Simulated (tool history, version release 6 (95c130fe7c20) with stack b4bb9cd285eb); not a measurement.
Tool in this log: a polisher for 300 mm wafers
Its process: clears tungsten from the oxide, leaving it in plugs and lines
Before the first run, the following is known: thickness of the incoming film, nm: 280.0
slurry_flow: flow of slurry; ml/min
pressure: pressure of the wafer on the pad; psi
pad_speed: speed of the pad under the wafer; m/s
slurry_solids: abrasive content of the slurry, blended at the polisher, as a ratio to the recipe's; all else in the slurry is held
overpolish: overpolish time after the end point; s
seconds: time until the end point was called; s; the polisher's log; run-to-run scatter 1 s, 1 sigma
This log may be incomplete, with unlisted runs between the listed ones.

run	hour	slurry_flow	pressure	pad_speed	slurry_solids	overpolish	seconds
1	0	145	3.4	1.2	1	19	60.72
2	0.6	145	3.3	1.2	1	19	61.958
3	3.8	145	3.3	1.2	1	19	63.138
4	9.8	145	3.2	1.2	1	19	63.278
5	11.4	170	3.2	1.2	1	19	62.217
6	16.4	170	3.9	1.2	1	19	52.77
7	21.5	170	3.7	1.2	1	19	55.384
8	29.4	170	3.5	1.2	1	19	58.682
9	36.3	170	3.4	1.2	1	19	59.593
10	37.3	170	3.3	1.2	1	19	61.502

Predict the results of run 11:
11	38.6	170	3.2	1.2	1	19	?

{"run 11": {"seconds": 63.54}}
